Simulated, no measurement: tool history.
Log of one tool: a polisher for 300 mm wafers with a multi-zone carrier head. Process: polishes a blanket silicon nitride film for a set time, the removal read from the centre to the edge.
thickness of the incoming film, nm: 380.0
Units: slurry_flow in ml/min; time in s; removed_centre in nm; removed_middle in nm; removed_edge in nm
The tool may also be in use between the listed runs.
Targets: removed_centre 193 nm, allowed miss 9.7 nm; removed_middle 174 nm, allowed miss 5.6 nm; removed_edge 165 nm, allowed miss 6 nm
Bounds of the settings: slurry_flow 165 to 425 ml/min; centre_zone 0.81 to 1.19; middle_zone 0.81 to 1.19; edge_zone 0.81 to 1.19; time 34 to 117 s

run  hour  slurry_flow  centre_zone  middle_zone  edge_zone  time  removed_centre  removed_middle  removed_edge
  1     0          275            1            1          1    75          122.06          127.42        123.76
  2   2.1          275            1            1       0.92    75          121.83          129.04        117.61
  3     8          275            1            1       0.92    57           95.79          95.254        89.716
  4    15          275            1         1.06       0.92    57          95.245          100.71        89.783
  5  20.5          275            1         1.02       0.92    57          94.926          96.789        89.372
  6  22.9          275            1         1.02       0.97    57          94.333          95.994        92.118
  7  26.8          290         1.06         1.02       0.99    68          119.89          116.41         111.3
  8  31.3          290         1.06         1.02       0.99    68          118.12          115.91        113.68
  9  35.3          335         1.16          1.1       1.06    89          175.02          165.22        152.51
 10  38.6          335         1.16          1.1       1.06    89          178.73          163.39         153.4

5 next moves are on the table. One of them brings every result within its allowed miss. Which?
  A  41.9          320         1.02         1.03       1.17    95               ?               ?             ?
  B  41.9          225         1.12         0.99       1.19    92               ?               ?             ?
  C  41.9          340         1.19         1.07       1.07    96               ?               ?             ?
  D  41.9          315         1.06         0.89       1.19    92               ?               ?             ?
  E  41.9          340         1.18         1.02       1.17    92               ?               ?             ?

move  removed_centre  removed_middle  removed_edge
   A          160.39          166.43        170.91
   B          164.19          150.73         162.7
   C          190.39          174.21        165.94
   D          161.07           143.2        167.04
   E          180.86          160.57        166.16
A: brings the result that was furthest off to its target, and leaves another outside
B: brings the result that was furthest off to its target, and leaves another outside
C: meets every target
D: brings the result that was furthest off to its target, and leaves another outside
E: brings the result that was furthest off to its target, and leaves another outside
Answer: C

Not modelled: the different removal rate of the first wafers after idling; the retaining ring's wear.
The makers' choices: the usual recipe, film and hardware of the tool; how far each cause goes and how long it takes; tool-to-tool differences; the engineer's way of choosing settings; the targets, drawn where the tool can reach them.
